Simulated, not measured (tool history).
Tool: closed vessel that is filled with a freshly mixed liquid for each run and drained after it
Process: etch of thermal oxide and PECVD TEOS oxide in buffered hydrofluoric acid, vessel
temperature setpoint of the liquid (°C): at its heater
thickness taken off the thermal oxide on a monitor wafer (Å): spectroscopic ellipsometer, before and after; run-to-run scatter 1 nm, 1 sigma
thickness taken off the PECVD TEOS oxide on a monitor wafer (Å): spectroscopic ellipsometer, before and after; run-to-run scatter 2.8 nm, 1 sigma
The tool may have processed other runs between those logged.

run,hour,temperature setpoint of the liquid (°C),parts of 40 % ammonium fluoride to one part of 49 % hydrofluoric acid (parts by volume),time in the liquid (s),thickness taken off the thermal oxide on a monitor wafer (Å),thickness taken off the PECVD TEOS oxide on a monitor wafer (Å)
1,0,24,8.5,60,790.36,2092.5
2,8.8,22.5,8.5,60,734.94,1922.4
3,9.7,24,8.5,60,804.61,2107.1
4,11.1,24,8.5,45,594.51,1575.7
5,19.8,25.5,8,45,698.23,1823.7
6,21.4,26.5,7.5,45,783.86,2095.7
7,22.6,27.5,7.5,45,814.64,2204.1
8,24.3,28,7,45,917.49,2433.5
9,31.7,28.5,7,45,954.04,2472.5
10,39.3,29,7,45,967.28,2573.8

Estimate the outcome of run 11 from the log above:
11,42.4,29.5,7,45,?,?

Run 11 came out at thickness taken off the thermal oxide on a monitor wafer (Å) 976.33, thickness taken off the PECVD TEOS oxide on a monitor wafer (Å) 2595.6.
